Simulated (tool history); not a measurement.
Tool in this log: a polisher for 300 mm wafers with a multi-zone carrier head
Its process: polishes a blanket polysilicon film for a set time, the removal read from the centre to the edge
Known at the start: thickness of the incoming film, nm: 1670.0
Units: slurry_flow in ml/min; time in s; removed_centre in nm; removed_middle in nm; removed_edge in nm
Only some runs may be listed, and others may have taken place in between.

run 1 day=0 | slurry_flow=205 centre_zone=1 middle_zone=1 edge_zone=1 time=43 | removed_centre=243.54 removed_middle=242.37 removed_edge=241.51
run 2 day=0.296 | slurry_flow=200 centre_zone=0.97 middle_zone=1 edge_zone=0.98 time=38 | removed_centre=214.9 removed_middle=207.7 removed_edge=216.24
run 3 day=0.35 | slurry_flow=245 centre_zone=0.97 middle_zone=1 edge_zone=0.98 time=38 | removed_centre=223.56 removed_middle=221.02 removed_edge=216.79
run 4 day=0.629 | slurry_flow=240 centre_zone=0.93 middle_zone=1.03 edge_zone=0.97 time=33 | removed_centre=186.6 removed_middle=191.2 removed_edge=191.19
run 5 day=0.871 | slurry_flow=240 centre_zone=0.88 middle_zone=1.03 edge_zone=0.97 time=33 | removed_centre=181.1 removed_middle=193.94 removed_edge=185.71
run 6 day=1.05 | slurry_flow=240 centre_zone=0.83 middle_zone=1.03 edge_zone=0.97 time=33 | removed_centre=172.47 removed_middle=195.1 removed_edge=187.34

Run 7 has not been measured yet. What should we expect?
run 7 day=1.221 | slurry_flow=235 centre_zone=0.82 middle_zone=1.03 edge_zone=0.96 time=31 | removed_centre=? removed_middle=? removed_edge=?

removed_centre: 157.69 nm
removed_middle: 179.34 nm
removed_edge: 173.64 nm
